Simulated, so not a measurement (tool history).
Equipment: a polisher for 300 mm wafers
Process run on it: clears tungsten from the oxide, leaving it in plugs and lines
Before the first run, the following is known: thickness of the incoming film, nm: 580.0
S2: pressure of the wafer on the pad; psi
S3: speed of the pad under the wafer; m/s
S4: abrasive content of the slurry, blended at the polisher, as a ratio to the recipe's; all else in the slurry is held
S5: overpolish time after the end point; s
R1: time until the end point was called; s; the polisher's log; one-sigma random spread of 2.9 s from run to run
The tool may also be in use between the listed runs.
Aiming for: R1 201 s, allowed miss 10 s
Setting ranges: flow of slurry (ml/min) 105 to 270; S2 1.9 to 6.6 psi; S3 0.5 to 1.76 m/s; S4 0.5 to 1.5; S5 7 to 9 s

Run 1, hour 0: flow of slurry (ml/min) 175, S2 4.2 psi, S3 1.12 m/s, S4 1, S5 9 s. Result: R1 93.76 s.
Run 2, hour 8: flow of slurry (ml/min) 175, S2 3.9 psi, S3 1.08 m/s, S4 1, S5 9 s. Result: R1 106.51 s.
Run 3, hour 12.9: flow of slurry (ml/min) 175, S2 3.6 psi, S3 1.06 m/s, S4 1, S5 9 s. Result: R1 113.2 s.
Run 4, hour 16.3: flow of slurry (ml/min) 175, S2 3.6 psi, S3 0.8 m/s, S4 1, S5 9 s. Result: R1 150.23 s.
Run 5, hour 17: flow of slurry (ml/min) 175, S2 3.6 psi, S3 0.8 m/s, S4 1, S5 9 s. Result: R1 152.99 s.
Run 6, hour 23.4: flow of slurry (ml/min) 175, S2 3.6 psi, S3 1.02 m/s, S4 1, S5 9 s. Result: R1 119.12 s.
Run 7, hour 29.5: flow of slurry (ml/min) 175, S2 3.4 psi, S3 1 m/s, S4 1, S5 9 s. Result: R1 131.35 s.
Run 8, hour 37.2: flow of slurry (ml/min) 175, S2 3.2 psi, S3 1 m/s, S4 1, S5 9 s. Result: R1 139.65 s.
Run 9, hour 41.6: flow of slurry (ml/min) 175, S2 3 psi, S3 1 m/s, S4 1, S5 9 s. Result: R1 146.25 s.
Run 10, hour 49.3: flow of slurry (ml/min) 175, S2 3 psi, S3 1 m/s, S4 1, S5 9 s. Result: R1 144.7 s.
At hour 49.9: slurry nozzle cleaned.
Run 11, hour 49.9: flow of slurry (ml/min) 175, S2 2.8 psi, S3 1 m/s, S4 1, S5 9 s. Result: R1 145.83 s.
Run 12, hour 57.8: flow of slurry (ml/min) 170, S2 1.9 psi, S3 0.8 m/s, S4 1, S5 9 s. Result: R1 260.89 s.
Run 13, hour 63: flow of slurry (ml/min) 175, S2 2 psi, S3 0.8 m/s, S4 1, S5 9 s. Result: R1 243.32 s.
Run 14, hour 70.8: flow of slurry (ml/min) 180, S2 2.1 psi, S3 0.8 m/s, S4 1, S5 9 s. Result: R1 236.55 s.
Run 15, hour 75.6: flow of slurry (ml/min) 180, S2 2.2 psi, S3 0.8 m/s, S4 1, S5 9 s. Result: R1 230 s.
Run 16, hour 77.9: flow of slurry (ml/min) 180, S2 2.3 psi, S3 0.8 m/s, S4 1, S5 9 s. Result: R1 222.86 s.
Run 17, hour 86.8: flow of slurry (ml/min) 180, S2 2.8 psi, S3 0.8 m/s, S4 1, S5 9 s. Result: R1 175.8 s.

Which single option among these 5 for the next run brings every result within its allowed miss of target? Just one does.
Run A, hour 95.7: flow of slurry (ml/min) 175, S2 3.3 psi, S3 0.76 m/s, S4 0.9, S5 9 s. Result: R1 ?.
Run B, hour 95.7: flow of slurry (ml/min) 240, S2 3.2 psi, S3 0.8 m/s, S4 1.1, S5 7 s. Result: R1 ?.
Run C, hour 95.7: flow of slurry (ml/min) 195, S2 3 psi, S3 0.96 m/s, S4 0.9, S5 9 s. Result: R1 ?.
Run D, hour 95.7: flow of slurry (ml/min) 125, S2 2.3 psi, S3 0.92 m/s, S4 1, S5 8 s. Result: R1 ?.
Run E, hour 95.7: flow of slurry (ml/min) 185, S2 2.2 psi, S3 0.76 m/s, S4 0.95, S5 9 s. Result: R1 ?.

move      R1
   A   169.5
   B  154.33
   C  146.48
   D  204.46
   E  245.32
A: lands further from the targets than the last run did
B: lands further from the targets than the last run did
C: lands further from the targets than the last run did
D: every result within its allowed miss
E: takes the biggest miss from the last run beyond its target
Answer: D

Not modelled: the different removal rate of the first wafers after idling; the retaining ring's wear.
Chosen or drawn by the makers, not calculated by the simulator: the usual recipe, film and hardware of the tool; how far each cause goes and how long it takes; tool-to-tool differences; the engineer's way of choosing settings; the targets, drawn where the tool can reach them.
